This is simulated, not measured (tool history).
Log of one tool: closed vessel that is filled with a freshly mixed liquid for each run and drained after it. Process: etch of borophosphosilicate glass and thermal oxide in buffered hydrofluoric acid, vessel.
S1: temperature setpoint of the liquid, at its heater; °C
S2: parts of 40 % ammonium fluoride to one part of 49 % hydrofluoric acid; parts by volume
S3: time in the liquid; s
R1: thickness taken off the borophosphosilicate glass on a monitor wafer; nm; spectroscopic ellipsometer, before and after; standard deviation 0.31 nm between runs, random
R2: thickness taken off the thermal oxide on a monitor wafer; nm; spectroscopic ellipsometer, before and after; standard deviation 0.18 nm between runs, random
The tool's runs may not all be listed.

{"run": 1, "hour": 0.0, "S1": 21.0, "S2": 10.5, "S3": 60, "R1": 115.05, "R2": 50.4}
{"run": 2, "hour": 2.9, "S1": 21.0, "S2": 9.5, "S3": 60, "R1": 124.83, "R2": 53.969}
{"run": 3, "hour": 6.6, "S1": 21.0, "S2": 7.0, "S3": 60, "R1": 171.83, "R2": 73.089}
{"run": 4, "hour": 13.2, "S1": 21.0, "S2": 7.0, "S3": 45, "R1": 127.98, "R2": 54.639}
{"run": 5, "hour": 19.5, "S1": 24.0, "S2": 7.0, "S3": 45, "R1": 149.13, "R2": 65.335}
{"run": 6, "hour": 20.5, "S1": 26.5, "S2": 7.0, "S3": 45, "R1": 172.15, "R2": 75.289}
{"run": 7, "hour": 22.7, "S1": 23.5, "S2": 8.5, "S3": 45, "R1": 119.86, "R2": 51.007}
{"run": 8, "hour": 28.1, "S1": 21.5, "S2": 9.5, "S3": 45, "R1": 95.707, "R2": 41.711}
{"run": 9, "hour": 30.1, "S1": 20.0, "S2": 10.0, "S3": 45, "R1": 86.105, "R2": 36.606}
{"run": 10, "hour": 38.3, "S1": 20.0, "S2": 10.0, "S3": 45, "R1": 85.988, "R2": 37.379}
{"run": 11, "hour": 47.1, "S1": 19.0, "S2": 10.5, "S3": 45, "R1": 77.202, "R2": 33.668}
{"run": 12, "hour": 51.6, "S1": 18.5, "S2": 11.0, "S3": 45, "R1": 71.957, "R2": 31.273}

Predict the results of run 13:
{"run": 13, "hour": 56.3, "S1": 18.0, "S2": 11.5, "S3": 45, "R1": "?", "R2": "?"}

{"run 13": {"R1": 66.867, "R2": 28.958}}
